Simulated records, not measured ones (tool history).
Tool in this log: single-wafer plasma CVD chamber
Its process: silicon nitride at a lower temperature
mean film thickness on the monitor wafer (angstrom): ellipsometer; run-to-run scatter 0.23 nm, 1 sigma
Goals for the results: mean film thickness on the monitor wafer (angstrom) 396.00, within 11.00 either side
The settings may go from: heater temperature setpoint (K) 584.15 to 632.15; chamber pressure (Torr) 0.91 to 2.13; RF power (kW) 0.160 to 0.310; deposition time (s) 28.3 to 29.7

run	hour	heater temperature setpoint (K)	chamber pressure (Torr)	RF power (kW)	deposition time (s)	mean film thickness on the monitor wafer (angstrom)
1	0.0	608.15	1.52	0.235	29.7	310.23
2	1.6	608.15	1.52	0.235	29.7	309.98
3	5.7	608.15	1.52	0.235	29.7	311.40
4	7.2	608.15	1.52	0.235	29.7	313.40
5	14.1	608.15	1.59	0.245	29.7	323.91
6	17.5	608.15	1.59	0.245	28.3	308.32
7	22.6	608.15	1.62	0.255	28.5	328.40
8	26.1	608.15	1.92	0.285	28.9	381.60
9	27.8	608.15	1.94	0.285	28.9	381.05
10	33.3	608.15	1.95	0.285	28.9	381.45
11	37.3	608.15	1.95	0.285	28.9	378.40

Exercise: of the 5 proposed moves below, exactly one satisfies all targets within the stated allowed misses. Which move is it?
A	41.3	608.15	1.94	0.270	29.3	?
B	41.3	599.15	1.93	0.280	28.3	?
C	41.3	601.15	2.06	0.260	29.7	?
D	41.3	613.15	2.04	0.285	29.7	?
E	41.3	612.15	1.82	0.275	28.7	?

move	mean film thickness on the monitor wafer (angstrom)
A	371.63
B	370.93
C	371.37
D	398.44
E	362.78
A: further off than the last run
B: further off than the last run
C: further off than the last run
D: in spec on every target
E: further off than the last run
Go with D: it meets all targets.
